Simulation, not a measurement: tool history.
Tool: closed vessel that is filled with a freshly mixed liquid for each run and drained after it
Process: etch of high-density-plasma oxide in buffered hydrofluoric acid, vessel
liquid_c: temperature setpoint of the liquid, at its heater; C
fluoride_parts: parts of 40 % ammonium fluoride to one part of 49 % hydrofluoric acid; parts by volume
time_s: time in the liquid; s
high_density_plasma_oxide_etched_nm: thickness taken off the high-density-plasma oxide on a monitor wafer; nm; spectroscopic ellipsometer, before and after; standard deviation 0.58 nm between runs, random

run	day	liquid_c	fluoride_parts	time_s	high_density_plasma_oxide_etched_nm
1	0	22	15	30	34.201
2	0.196	22	18.5	30	27.943
3	0.275	25	18.5	30	32.561
4	0.612	26.5	18.5	30	35.376
# day 0.675: hydrofluoric acid flow meter replaced
5	0.675	26.5	18.5	30	37.206
6	0.929	27	17.5	30	40.239
7	1.175	27.5	17	30	43.041
8	1.246	28	16.5	30	46.377
9	1.362	28.5	16	30	48.052

Run 10 comes next. What will it give?
10	1.721	29	15.5	30	?

high_density_plasma_oxide_etched_nm: 50.245 nm
